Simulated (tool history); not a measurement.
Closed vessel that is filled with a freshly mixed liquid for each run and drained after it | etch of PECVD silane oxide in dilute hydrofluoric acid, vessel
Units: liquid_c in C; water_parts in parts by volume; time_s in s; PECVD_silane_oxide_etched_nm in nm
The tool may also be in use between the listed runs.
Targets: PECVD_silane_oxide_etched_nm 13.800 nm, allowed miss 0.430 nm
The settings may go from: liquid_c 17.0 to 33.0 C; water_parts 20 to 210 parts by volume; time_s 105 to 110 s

run	hour	liquid_c	water_parts	time_s	PECVD_silane_oxide_etched_nm
1	0.0	25.0	115	105	19.312
2	4.1	25.0	115	105	19.461
3	8.0	25.0	100	105	22.622
4	16.5	23.0	105	105	19.926
5	21.4	21.5	110	105	17.377
6	24.0	20.0	110	105	16.726
7	26.3	19.0	115	105	15.422
8	34.2	18.5	115	105	14.693
9	38.9	18.0	115	105	14.458
10	47.3	18.0	115	105	14.551

4 next moves are on the table. One of them brings every result within its allowed miss. Which?
A	55.7	17.5	105	105	?
B	55.7	19.0	125	105	?
C	55.7	22.5	130	110	?
D	55.7	18.0	115	110	?

move	PECVD_silane_oxide_etched_nm
A	15.724
B	13.762
C	15.863
D	15.198
A: further off than the last run
B: meets every target
C: further off than the last run
D: further off than the last run
Move B is the one to make.
